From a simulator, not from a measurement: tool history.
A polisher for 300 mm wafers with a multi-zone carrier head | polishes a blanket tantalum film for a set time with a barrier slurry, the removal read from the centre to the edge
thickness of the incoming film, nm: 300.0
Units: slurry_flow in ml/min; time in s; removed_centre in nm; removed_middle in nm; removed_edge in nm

run	hour	slurry_flow	centre_zone	middle_zone	edge_zone	slurry_solids	time	removed_centre	removed_middle	removed_edge
1	0.0	230	1.00	1.00	1.00	1.00	37	67.108	62.279	64.247
2	4.6	230	1.00	1.00	1.00	1.00	44	80.192	74.617	75.081
3	6.7	235	0.99	1.02	1.02	1.05	44	78.440	78.431	75.940
4	15.7	235	0.99	1.02	1.02	1.25	44	84.162	80.770	80.686
5	21.5	290	0.99	1.02	1.02	1.25	44	86.191	82.400	81.088
6	29.4	290	0.99	1.02	0.96	1.25	44	83.935	83.076	80.514
7	36.2	285	0.98	1.02	0.97	1.30	45	86.840	84.559	83.658
8	44.3	285	0.97	1.03	0.97	1.35	46	87.912	89.051	85.993
9	48.3	285	0.96	1.04	0.98	1.35	46	88.886	89.279	85.044
10	51.6	280	0.94	1.04	0.98	1.35	47	88.541	92.358	89.360
11	56.6	280	0.93	1.05	0.99	1.35	47	85.916	91.695	88.751

Run 12 comes next. What will it give?
12	61.0	280	0.93	1.06	1.00	1.35	47	?	?	?

{"run 12": {"removed_centre": 87.953, "removed_middle": 93.124, "removed_edge": 88.582}}
